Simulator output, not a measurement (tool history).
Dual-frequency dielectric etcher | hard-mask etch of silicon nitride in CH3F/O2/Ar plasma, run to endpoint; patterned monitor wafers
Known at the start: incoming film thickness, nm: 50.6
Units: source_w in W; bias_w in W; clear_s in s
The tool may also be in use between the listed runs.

{"run": 1, "day": 0.0, "source_w": 470, "bias_w": 79, "clear_s": 68.23}
{"run": 2, "day": 0.054, "source_w": 470, "bias_w": 92, "clear_s": 64.906}
{"run": 3, "day": 0.175, "source_w": 470, "bias_w": 78, "clear_s": 69.188}
{"run": 4, "day": 0.196, "source_w": 470, "bias_w": 69, "clear_s": 73.054}
{"run": 5, "day": 0.538, "source_w": 450, "bias_w": 66, "clear_s": 75.188}
{"run": 6, "day": 0.717, "source_w": 430, "bias_w": 63, "clear_s": 77.666}
{"run": 7, "day": 1.038, "source_w": 410, "bias_w": 61, "clear_s": 81.485}
{"run": 8, "day": 1.2, "source_w": 390, "bias_w": 60, "clear_s": 83.716}
{"run": 9, "day": 1.392, "source_w": 380, "bias_w": 60, "clear_s": 85.127}

The next listed run, before its measurement:
{"run": 10, "day": 1.688, "source_w": 370, "bias_w": 60, "clear_s": "?"}

Run 10 gave clear_s 85.477 s.

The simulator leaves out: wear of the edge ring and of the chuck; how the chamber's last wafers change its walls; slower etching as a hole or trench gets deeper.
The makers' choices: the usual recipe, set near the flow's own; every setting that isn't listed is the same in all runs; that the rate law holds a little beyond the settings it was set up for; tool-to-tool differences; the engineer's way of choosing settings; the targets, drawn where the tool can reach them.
